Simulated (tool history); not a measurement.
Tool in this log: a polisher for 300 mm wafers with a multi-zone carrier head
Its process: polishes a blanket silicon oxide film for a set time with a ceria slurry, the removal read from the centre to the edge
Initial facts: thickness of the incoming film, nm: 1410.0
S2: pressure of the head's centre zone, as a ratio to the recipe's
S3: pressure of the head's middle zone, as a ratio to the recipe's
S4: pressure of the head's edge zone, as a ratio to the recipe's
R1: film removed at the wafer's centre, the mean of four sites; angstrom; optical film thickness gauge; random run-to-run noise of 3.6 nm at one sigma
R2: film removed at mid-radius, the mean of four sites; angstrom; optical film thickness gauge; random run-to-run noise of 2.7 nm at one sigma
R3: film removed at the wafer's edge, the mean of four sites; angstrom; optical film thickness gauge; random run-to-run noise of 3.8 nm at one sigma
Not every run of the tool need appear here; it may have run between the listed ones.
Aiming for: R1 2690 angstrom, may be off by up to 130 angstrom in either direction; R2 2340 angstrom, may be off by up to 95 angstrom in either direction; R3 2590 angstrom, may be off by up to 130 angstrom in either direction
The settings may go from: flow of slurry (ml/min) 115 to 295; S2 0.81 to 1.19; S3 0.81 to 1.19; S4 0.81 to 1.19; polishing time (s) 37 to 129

run 1 day=0 | flow_of_slurry_(ml/min)=190 S2=1 S3=1 S4=1 polishing_time_(s)=83 | R1=2739.2 R2=2835.5 R3=2822.3
run 2 day=0.138 | flow_of_slurry_(ml/min)=190 S2=1 S3=1 S4=1 polishing_time_(s)=100 | R1=3308.2 R2=3391.8 R3=3362.1
run 3 day=0.212 | flow_of_slurry_(ml/min)=190 S2=1 S3=1 S4=1 polishing_time_(s)=115 | R1=3798.8 R2=3872.5 R3=3856.2
run 4 day=0.312 | flow_of_slurry_(ml/min)=160 S2=1 S3=1 S4=1 polishing_time_(s)=115 | R1=3694.2 R2=3745.5 R3=3796.3
run 5 day=0.417 | flow_of_slurry_(ml/min)=155 S2=1.01 S3=0.96 S4=0.98 polishing_time_(s)=105 | R1=3361.1 R2=3315.9 R3=3433.2
-- day=0.708 worn pad replaced by a new one
run 6 day=0.708 | flow_of_slurry_(ml/min)=155 S2=1.01 S3=0.96 S4=0.98 polishing_time_(s)=85 | R1=3027.1 R2=3028.6 R3=3110.3
run 7 day=1.025 | flow_of_slurry_(ml/min)=165 S2=1.03 S3=0.93 S4=0.99 polishing_time_(s)=76 | R1=2802.1 R2=2627 R3=2770.1
run 8 day=1.325 | flow_of_slurry_(ml/min)=170 S2=1.03 S3=0.91 S4=0.99 polishing_time_(s)=74 | R1=2761.7 R2=2590.3 R3=2794

Pick the move, out of 5, that brings all results within their allowed miss; only one does.
run A day=1.625 | flow_of_slurry_(ml/min)=180 S2=1.1 S3=1.19 S4=0.83 polishing_time_(s)=66 | R1=? R2=? R3=?
run B day=1.625 | flow_of_slurry_(ml/min)=175 S2=1.02 S3=0.81 S4=1.06 polishing_time_(s)=78 | R1=? R2=? R3=?
run C day=1.625 | flow_of_slurry_(ml/min)=170 S2=1.05 S3=0.87 S4=0.96 polishing_time_(s)=71 | R1=? R2=? R3=?
run D day=1.625 | flow_of_slurry_(ml/min)=150 S2=0.92 S3=1.03 S4=0.94 polishing_time_(s)=87 | R1=? R2=? R3=?
run E day=1.625 | flow_of_slurry_(ml/min)=185 S2=0.93 S3=1.05 S4=0.84 polishing_time_(s)=77 | R1=? R2=? R3=?

move=A R1=2683 R2=2889.9 R3=2370.7
move=B R1=2917.9 R2=2461.7 R3=3129.6
move=C R1=2723.3 R2=2366 R3=2711.3
move=D R1=2862.8 R2=3279 R3=3239.4
move=E R1=2651.6 R2=3042.2 R3=2792.6
A: further off than the last run
B: further off than the last run
C: in spec on every target
D: further off than the last run
E: further off than the last run
Move C is the one to make.
